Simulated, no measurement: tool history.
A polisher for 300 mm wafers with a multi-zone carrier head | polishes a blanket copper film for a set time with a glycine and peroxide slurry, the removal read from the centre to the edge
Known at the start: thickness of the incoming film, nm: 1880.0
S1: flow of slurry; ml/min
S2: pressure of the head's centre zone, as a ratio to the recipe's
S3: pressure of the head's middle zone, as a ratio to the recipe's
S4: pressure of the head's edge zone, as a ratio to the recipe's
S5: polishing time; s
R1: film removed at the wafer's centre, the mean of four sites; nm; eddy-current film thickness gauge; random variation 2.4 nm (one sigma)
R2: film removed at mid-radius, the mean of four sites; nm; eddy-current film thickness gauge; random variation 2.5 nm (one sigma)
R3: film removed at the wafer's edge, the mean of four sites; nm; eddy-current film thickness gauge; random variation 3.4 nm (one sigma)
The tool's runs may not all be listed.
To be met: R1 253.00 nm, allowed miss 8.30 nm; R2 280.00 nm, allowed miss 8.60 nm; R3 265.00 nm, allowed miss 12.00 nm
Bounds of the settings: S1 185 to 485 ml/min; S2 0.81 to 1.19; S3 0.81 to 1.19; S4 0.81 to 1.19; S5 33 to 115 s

run 1 hour=0.0 | S1=310 S2=1.00 S3=1.00 S4=1.00 S5=73 | R1=433.59 R2=433.91 R3=421.61
run 2 hour=4.8 | S1=310 S2=1.00 S3=0.92 S4=1.00 S5=73 | R1=437.27 R2=398.51 R3=417.74
run 3 hour=5.3 | S1=310 S2=1.00 S3=0.86 S4=1.00 S5=73 | R1=429.84 R2=378.63 R3=428.62
run 4 hour=7.7 | S1=310 S2=1.00 S3=0.86 S4=1.07 S5=73 | R1=432.62 R2=380.15 R3=448.82
run 5 hour=10.9 | S1=305 S2=0.97 S3=0.87 S4=1.03 S5=69 | R1=403.16 R2=359.29 R3=411.05
run 6 hour=16.4 | S1=300 S2=0.94 S3=0.90 S4=1.02 S5=64 | R1=361.98 R2=346.16 R3=379.40
run 7 hour=21.0 | S1=295 S2=0.92 S3=0.91 S4=0.99 S5=61 | R1=331.50 R2=335.49 R3=357.40
run 8 hour=24.2 | S1=295 S2=0.92 S3=0.91 S4=0.97 S5=59 | R1=323.75 R2=317.06 R3=341.90
run 9 hour=30.8 | S1=295 S2=0.91 S3=0.92 S4=0.95 S5=57 | R1=312.59 R2=316.23 R3=324.80
run 10 hour=36.8 | S1=295 S2=0.91 S3=0.92 S4=0.95 S5=57 | R1=308.88 R2=311.91 R3=324.04
run 11 hour=38.2 | S1=295 S2=0.90 S3=0.92 S4=0.93 S5=56 | R1=300.63 R2=312.75 R3=315.35
run 12 hour=39.7 | S1=295 S2=0.89 S3=0.92 S4=0.91 S5=55 | R1=292.07 R2=301.18 R3=307.78
run 13 hour=41.5 | S1=295 S2=0.89 S3=0.92 S4=0.91 S5=55 | R1=288.94 R2=304.65 R3=302.84
run 14 hour=44.1 | S1=295 S2=0.88 S3=0.92 S4=0.89 S5=54 | R1=286.25 R2=294.51 R3=302.16
run 15 hour=46.8 | S1=290 S2=0.87 S3=0.93 S4=0.88 S5=53 | R1=277.07 R2=287.02 R3=298.91

Which of these 4 next moves meets every target?
run A hour=49.5 | S1=310 S2=1.07 S3=1.03 S4=0.84 S5=47 | R1=? R2=? R3=?
run B hour=49.5 | S1=435 S2=0.91 S3=1.03 S4=0.96 S5=45 | R1=? R2=? R3=?
run C hour=49.5 | S1=360 S2=0.96 S3=0.95 S4=0.88 S5=51 | R1=? R2=? R3=?
run D hour=49.5 | S1=395 S2=1.02 S3=0.93 S4=0.85 S5=50 | R1=? R2=? R3=?

move=A R1=300.73 R2=278.35 R3=258.65
move=B R1=252.48 R2=274.54 R3=267.58
move=C R1=296.98 R2=287.94 R3=289.40
move=D R1=312.07 R2=279.80 R3=281.50
A: further off than the last run
B: meets every target
C: further off than the last run
D: further off than the last run
Move B is the one to make.
